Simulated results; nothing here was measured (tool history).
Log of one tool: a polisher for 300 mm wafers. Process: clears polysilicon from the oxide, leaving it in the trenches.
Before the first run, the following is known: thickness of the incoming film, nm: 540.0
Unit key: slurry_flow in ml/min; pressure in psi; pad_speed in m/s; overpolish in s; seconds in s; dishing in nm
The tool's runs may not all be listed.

Run 1, hour 0: slurry_flow 140 ml/min, pressure 2.2 psi, pad_speed 1.28 m/s, overpolish 11 s. Result: seconds 38.427 s, dishing 49.68 nm.
Run 2, hour 2.3: slurry_flow 140 ml/min, pressure 1.9 psi, pad_speed 1.26 m/s, overpolish 13 s. Result: seconds 44.509 s, dishing 49.526 nm.
Run 3, hour 8.9: slurry_flow 140 ml/min, pressure 1.9 psi, pad_speed 1.26 m/s, overpolish 16 s. Result: seconds 42.805 s, dishing 51.272 nm.
Run 4, hour 14.7: slurry_flow 140 ml/min, pressure 1.9 psi, pad_speed 1.26 m/s, overpolish 19 s. Result: seconds 43.212 s, dishing 53.243 nm.
Run 5, hour 21.9: slurry_flow 140 ml/min, pressure 1.9 psi, pad_speed 1.26 m/s, overpolish 22 s. Result: seconds 44.6 s, dishing 53.579 nm.
Run 6, hour 26.5: slurry_flow 140 ml/min, pressure 1.7 psi, pad_speed 1.24 m/s, overpolish 22 s. Result: seconds 47.542 s, dishing 54.378 nm.

What will run 7 give?
Run 7, hour 32.9: slurry_flow 140 ml/min, pressure 1.6 psi, pad_speed 1.2 m/s, overpolish 20 s. Result: seconds ?, dishing ?.

Run 7 gave seconds 52.64 s, dishing 52.531 nm.
